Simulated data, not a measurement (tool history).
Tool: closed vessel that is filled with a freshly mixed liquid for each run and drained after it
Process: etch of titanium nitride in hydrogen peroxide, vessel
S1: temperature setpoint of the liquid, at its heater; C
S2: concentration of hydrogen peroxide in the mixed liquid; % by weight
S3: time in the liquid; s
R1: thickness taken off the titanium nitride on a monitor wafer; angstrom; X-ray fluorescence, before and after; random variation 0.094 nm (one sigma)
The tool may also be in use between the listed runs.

run	hour	S1	S2	S3	R1
1	0.0	51.0	24	415	227.42
2	7.4	51.0	24	415	230.25
3	13.3	50.0	24	415	211.40
4	16.4	49.0	24	415	198.61
5	23.1	48.0	24	415	184.81
6	30.4	47.5	24	415	176.01
7	36.0	47.0	24	415	169.28
8	37.1	46.5	24	415	165.06
9	45.4	46.0	24	415	157.89
10	48.9	45.5	24	415	151.36
11	54.2	45.5	24	415	151.73
12	60.4	45.0	24	415	148.71
13	61.0	44.5	24	415	140.63
14	64.8	44.0	24	415	136.78

Forecast run 15:
15	66.5	43.5	24	415	?

R1: 131.86 angstrom

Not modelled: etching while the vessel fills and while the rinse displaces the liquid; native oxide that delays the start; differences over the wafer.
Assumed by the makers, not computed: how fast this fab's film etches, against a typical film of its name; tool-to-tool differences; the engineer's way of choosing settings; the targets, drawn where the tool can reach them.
